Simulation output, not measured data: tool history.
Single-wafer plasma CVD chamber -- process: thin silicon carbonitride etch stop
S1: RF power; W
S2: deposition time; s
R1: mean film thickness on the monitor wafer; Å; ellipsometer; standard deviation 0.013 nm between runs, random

run,day,S1,S2,R1
1,0.000,160,9.02,47.162
2,0.333,150,9.02,45.824
3,0.546,150,9.98,50.856
4,0.850,150,10.99,56.003
5,1.162,140,10.09,49.779
6,1.275,140,9.52,46.849
7,1.571,135,9.06,43.453
8,1.621,130,8.79,41.592
9,1.808,130,8.79,41.783
10,2.125,125,8.55,39.511
11,2.221,120,8.41,38.360
12,2.475,110,7.64,32.890

What will run 13 give?
13,2.542,115,7.65,?

R1: 34.019 Å
